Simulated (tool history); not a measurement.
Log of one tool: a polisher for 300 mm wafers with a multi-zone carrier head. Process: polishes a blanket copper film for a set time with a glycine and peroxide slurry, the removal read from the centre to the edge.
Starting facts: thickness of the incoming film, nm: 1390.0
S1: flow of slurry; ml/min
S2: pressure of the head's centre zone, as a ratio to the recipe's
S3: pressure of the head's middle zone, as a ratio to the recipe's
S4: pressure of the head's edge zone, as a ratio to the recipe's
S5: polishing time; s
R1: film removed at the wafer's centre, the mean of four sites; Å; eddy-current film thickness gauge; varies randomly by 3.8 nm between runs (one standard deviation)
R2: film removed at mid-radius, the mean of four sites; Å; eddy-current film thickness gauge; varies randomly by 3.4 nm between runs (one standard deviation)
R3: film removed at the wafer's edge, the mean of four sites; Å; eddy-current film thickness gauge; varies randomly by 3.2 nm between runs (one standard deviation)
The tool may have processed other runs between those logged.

Run 1, hour 0: S1 230 ml/min, S2 1, S3 1, S4 1, S5 70 s. Result: R1 2588.7 Å, R2 2611.2 Å, R3 2636.5 Å.
Run 2, hour 6.4: S1 265 ml/min, S2 1, S3 1, S4 1, S5 70 s. Result: R1 2663 Å, R2 2644.6 Å, R3 2641.6 Å.
Run 3, hour 14.6: S1 255 ml/min, S2 1.01, S3 0.99, S4 1.02, S5 73 s. Result: R1 2756.3 Å, R2 2742.9 Å, R3 2764.9 Å.
Run 4, hour 21.5: S1 255 ml/min, S2 1.05, S3 0.99, S4 1.02, S5 73 s. Result: R1 2915.6 Å, R2 2710.4 Å, R3 2754.1 Å.
Run 5, hour 29: S1 255 ml/min, S2 1.08, S3 0.99, S4 1.02, S5 73 s. Result: R1 2948.9 Å, R2 2748.1 Å, R3 2794.4 Å.
Run 6, hour 30.4: S1 245 ml/min, S2 1.08, S3 0.98, S4 1.04, S5 76 s. Result: R1 3077.7 Å, R2 2788.5 Å, R3 2900.1 Å.

Run 7 has not been measured yet. What should we expect?
Run 7, hour 34.8: S1 240 ml/min, S2 1.08, S3 0.98, S4 1.05, S5 79 s. Result: R1 ?, R2 ?, R3 ?.

Run 7 produced R1 3227.3 Å, R2 2897.2 Å, R3 3008.9 Å.
